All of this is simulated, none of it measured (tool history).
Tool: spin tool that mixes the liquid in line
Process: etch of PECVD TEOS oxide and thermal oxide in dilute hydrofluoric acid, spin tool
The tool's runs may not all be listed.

run  hour  temperature setpoint of the liquid (°C)  parts of water to one part of 49 % hydrofluoric acid (parts by volume)  time under the liquid (s)  thickness taken off the PECVD TEOS oxide on a monitor wafer (nm)  thickness taken off the thermal oxide on a monitor wafer (nm)
  1   0.0                                     26.0                                                                     285                        160                                                            13.268                                                         2.2297
  2   3.7                                     28.0                                                                     280                        160                                                            14.451                                                         2.4182
  3   5.2                                     28.0                                                                     235                        160                                                            18.223                                                         3.0141
  4   8.8                                     28.0                                                                     185                        160                                                            24.571                                                         3.9824
  5  16.4                                     26.5                                                                     185                        160                                                            22.982                                                         3.8120
  6  24.8                                     25.5                                                                     190                        160                                                            21.413                                                         3.5959

Run 7 comes next. What will it give?
  7  29.7                                     25.5                                                                     195                        160                                                                 ?                                                              ?

thickness taken off the PECVD TEOS oxide on a monitor wafer (nm): 20.711
thickness taken off the thermal oxide on a monitor wafer (nm): 3.4509

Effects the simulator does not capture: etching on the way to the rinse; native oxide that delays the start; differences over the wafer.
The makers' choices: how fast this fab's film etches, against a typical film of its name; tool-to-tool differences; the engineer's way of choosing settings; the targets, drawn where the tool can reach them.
